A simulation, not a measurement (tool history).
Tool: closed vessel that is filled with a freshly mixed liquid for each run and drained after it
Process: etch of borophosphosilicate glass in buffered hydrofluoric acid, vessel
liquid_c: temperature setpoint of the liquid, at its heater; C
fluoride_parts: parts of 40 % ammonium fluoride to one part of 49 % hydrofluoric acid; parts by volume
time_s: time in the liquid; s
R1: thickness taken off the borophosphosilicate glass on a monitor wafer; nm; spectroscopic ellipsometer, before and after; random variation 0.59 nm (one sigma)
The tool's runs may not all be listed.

Run 1, day 0: liquid_c 21 C, fluoride_parts 14.5 parts by volume, time_s 30 s. Result: R1 29.938 nm.
Run 2, day 0.15: liquid_c 21 C, fluoride_parts 14.5 parts by volume, time_s 30 s. Result: R1 29.854 nm.
Run 3, day 0.25: liquid_c 24 C, fluoride_parts 14.5 parts by volume, time_s 30 s. Result: R1 35.334 nm.
Run 4, day 0.288: liquid_c 25.5 C, fluoride_parts 12.5 parts by volume, time_s 30 s. Result: R1 44.077 nm.
Run 5, day 0.646: liquid_c 26.5 C, fluoride_parts 11 parts by volume, time_s 30 s. Result: R1 53.282 nm.
Run 6, day 0.788: liquid_c 26.5 C, fluoride_parts 11 parts by volume, time_s 30 s. Result: R1 52.37 nm.
Run 7, day 0.95: liquid_c 29 C, fluoride_parts 6 parts by volume, time_s 30 s. Result: R1 105.68 nm.
Run 8, day 1.133: liquid_c 28 C, fluoride_parts 6 parts by volume, time_s 30 s. Result: R1 100.34 nm.
Run 9, day 1.358: liquid_c 27 C, fluoride_parts 6 parts by volume, time_s 30 s. Result: R1 95.193 nm.
Run 10, day 1.588: liquid_c 27 C, fluoride_parts 6 parts by volume, time_s 30 s. Result: R1 94.777 nm.

The next listed run, before its measurement:
Run 11, day 1.954: liquid_c 26 C, fluoride_parts 6 parts by volume, time_s 30 s. Result: R1 ?.

{"run 11": {"R1": 90.455}}
